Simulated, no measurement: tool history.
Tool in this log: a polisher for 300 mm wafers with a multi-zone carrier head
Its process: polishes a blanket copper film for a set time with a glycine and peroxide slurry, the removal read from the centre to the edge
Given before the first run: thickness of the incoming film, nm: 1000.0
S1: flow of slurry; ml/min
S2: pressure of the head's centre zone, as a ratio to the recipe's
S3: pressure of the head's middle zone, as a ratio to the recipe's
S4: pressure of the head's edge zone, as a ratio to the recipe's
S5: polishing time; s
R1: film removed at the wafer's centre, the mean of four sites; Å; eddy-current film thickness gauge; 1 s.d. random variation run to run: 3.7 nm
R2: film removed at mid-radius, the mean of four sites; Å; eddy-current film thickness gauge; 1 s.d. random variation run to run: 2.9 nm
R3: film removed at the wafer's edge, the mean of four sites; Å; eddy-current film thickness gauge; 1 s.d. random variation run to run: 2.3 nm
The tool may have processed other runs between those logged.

run	hour	S1	S2	S3	S4	S5	R1	R2	R3
1	0.0	240	1.00	1.00	1.00	57	1763.7	1826.1	1873.3
2	2.1	245	1.02	1.01	1.01	58	1888.9	1862.4	1903.8
3	6.0	245	1.02	1.01	1.04	58	1810.2	1895.4	1949.8
4	14.4	200	1.02	1.01	1.04	58	1862.2	1804.0	1930.0
# hour 20.3: edge zone pressure recalibrated
5	20.3	200	1.02	1.01	1.04	71	2235.5	2236.5	2231.5
6	21.0	205	1.03	1.01	1.05	71	2298.6	2178.1	2213.4
7	29.2	210	1.03	1.01	1.06	72	2338.9	2253.7	2272.9
8	36.8	215	1.04	1.01	1.07	72	2300.2	2218.6	2371.0

Forecast run 9:
9	37.5	245	1.14	1.08	1.00	75	?	?	?

R1: 2695.9 Å
R2: 2554.8 Å
R3: 2381.3 Å
